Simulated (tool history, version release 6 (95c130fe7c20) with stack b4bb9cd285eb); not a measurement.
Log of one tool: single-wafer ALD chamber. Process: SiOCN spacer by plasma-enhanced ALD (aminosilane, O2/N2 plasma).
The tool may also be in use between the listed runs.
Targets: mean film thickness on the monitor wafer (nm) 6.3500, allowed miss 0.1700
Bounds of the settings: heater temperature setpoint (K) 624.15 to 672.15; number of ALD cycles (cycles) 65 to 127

run	hour	heater temperature setpoint (K)	number of ALD cycles (cycles)	mean film thickness on the monitor wafer (nm)
1	0.0	648.15	96	5.4388
2	1.9	648.15	101	5.6738
3	8.4	648.15	94	5.3124
4	16.0	648.15	100	5.5964
5	19.6	642.15	100	5.6135
6	25.7	646.15	100	5.6184
# hour 33.3: thermocouple changed; heater temperature recalibrated
7	33.3	646.15	104	5.9001
8	33.9	646.15	106	5.9890
9	38.7	646.15	108	6.0666

Which of these 5 next moves meets every target?
A	43.5	651.15	104	?
B	43.5	645.15	113	?
C	43.5	642.15	103	?
D	43.5	647.15	104	?
E	43.5	661.15	106	?

move	mean film thickness on the monitor wafer (nm)
A	5.8939
B	6.4040
C	5.8373
D	5.8939
E	6.0073
A: further off than the last run
B: meets every target
C: further off than the last run
D: further off than the last run
E: further off than the last run
The right move is B.
